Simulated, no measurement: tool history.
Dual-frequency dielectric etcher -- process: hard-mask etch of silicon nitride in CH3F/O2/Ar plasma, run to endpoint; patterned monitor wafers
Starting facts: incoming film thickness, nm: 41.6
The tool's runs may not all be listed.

{"run": 1, "hour": 0.0, "source power (kW)": 0.54, "bias power (kW)": 0.091, "endpoint time (s)": 49.327}
{"run": 2, "hour": 4.6, "source power (kW)": 0.54, "bias power (kW)": 0.1, "endpoint time (s)": 47.838}
{"run": 3, "hour": 11.1, "source power (kW)": 0.49, "bias power (kW)": 0.095, "endpoint time (s)": 50.75}
{"run": 4, "hour": 18.3, "source power (kW)": 0.46, "bias power (kW)": 0.093, "endpoint time (s)": 52.891}
{"run": 5, "hour": 23.8, "source power (kW)": 0.46, "bias power (kW)": 0.08, "endpoint time (s)": 55.563}
{"run": 6, "hour": 27.8, "source power (kW)": 0.5, "bias power (kW)": 0.08, "endpoint time (s)": 53.498}
{"run": 7, "hour": 31.0, "source power (kW)": 0.5, "bias power (kW)": 0.08, "endpoint time (s)": 53.784}
{"run": 8, "hour": 35.9, "source power (kW)": 0.48, "bias power (kW)": 0.079, "endpoint time (s)": 55.116}
{"run": 9, "hour": 37.4, "source power (kW)": 0.46, "bias power (kW)": 0.078, "endpoint time (s)": 56.334}
{"run": 10, "hour": 40.1, "source power (kW)": 0.46, "bias power (kW)": 0.078, "endpoint time (s)": 56.641}

Estimate the outcome of run 11 from the log above:
{"run": 11, "hour": 44.5, "source power (kW)": 0.45, "bias power (kW)": 0.078, "endpoint time (s)": "?"}

endpoint time (s): 57.096
